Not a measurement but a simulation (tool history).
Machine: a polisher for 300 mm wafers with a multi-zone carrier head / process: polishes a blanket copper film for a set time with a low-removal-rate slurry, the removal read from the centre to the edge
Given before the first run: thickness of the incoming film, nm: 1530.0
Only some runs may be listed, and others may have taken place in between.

| run | hour | flow of slurry (ml/min) | pressure of the head's centre zone | pressure of the head's middle zone | pressure of the head's edge zone | abrasive content of the slurry | polishing time (s) | film removed at the wafer's centre (angstrom) | film removed at mid-radius (angstrom) | film removed at the wafer's edge (angstrom) |
|---|---|---|---|---|---|---|---|---|---|---|
| 1 | 0.0 | 170 | 1.00 | 1.00 | 1.00 | 1.00 | 74 | 3117.4 | 3308.0 | 3177.9 |
| 2 | 3.4 | 170 | 1.00 | 1.00 | 1.00 | 0.90 | 74 | 3032.1 | 3203.3 | 3028.3 |
| 3 | 6.6 | 170 | 1.00 | 1.00 | 0.97 | 0.90 | 74 | 3096.0 | 3160.6 | 3015.0 |
| 4 | 14.7 | 160 | 0.98 | 0.98 | 0.95 | 0.85 | 74 | 2862.0 | 3082.6 | 2948.8 |
| 5 | 22.7 | 160 | 1.04 | 0.98 | 0.95 | 0.85 | 74 | 3071.9 | 3046.8 | 2893.7 |
| 6 | 28.5 | 160 | 1.07 | 0.98 | 0.95 | 0.85 | 74 | 3116.5 | 3058.2 | 2900.1 |
| 7 | 34.8 | 160 | 1.07 | 0.98 | 0.95 | 0.85 | 74 | 3163.2 | 3049.7 | 2931.1 |
| 8 | 43.5 | 155 | 1.06 | 0.95 | 0.93 | 0.80 | 74 | 3038.0 | 2926.1 | 2805.0 |
| 9 | 48.5 | 105 | 0.97 | 0.85 | 0.95 | 0.65 | 73 | 2339.0 | 2262.3 | 2514.9 |

What does the tool deliver on the next run?
| 10 | 54.6 | 110 | 0.97 | 0.85 | 0.94 | 0.65 | 73 | ? | ? | ? |

Run 10 yielded film removed at the wafer's centre (angstrom) 2378.4, film removed at mid-radius (angstrom) 2279.2, film removed at the wafer's edge (angstrom) 2493.8.
